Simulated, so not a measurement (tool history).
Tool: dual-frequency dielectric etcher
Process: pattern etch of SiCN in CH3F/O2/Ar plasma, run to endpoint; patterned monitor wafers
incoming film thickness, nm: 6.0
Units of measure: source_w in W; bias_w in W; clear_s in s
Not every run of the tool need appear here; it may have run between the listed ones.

Run 1, hour 0.0: source_w 290 W, bias_w 89 W. Result: clear_s 16.148 s.
Run 2, hour 5.5: source_w 330 W, bias_w 89 W. Result: clear_s 15.115 s.
Run 3, hour 12.8: source_w 310 W, bias_w 88 W. Result: clear_s 15.724 s.
Run 4, hour 14.0: source_w 310 W, bias_w 80 W. Result: clear_s 16.714 s.
Run 5, hour 17.6: source_w 310 W, bias_w 94 W. Result: clear_s 15.223 s.
Run 6, hour 18.4: source_w 290 W, bias_w 94 W. Result: clear_s 15.662 s.
Run 7, hour 24.8: source_w 270 W, bias_w 94 W. Result: clear_s 16.150 s.

Run 8 has not been measured yet. What should we expect?
Run 8, hour 31.6: source_w 260 W, bias_w 94 W. Result: clear_s ?.

{"run 8": {"clear_s": 16.504}}
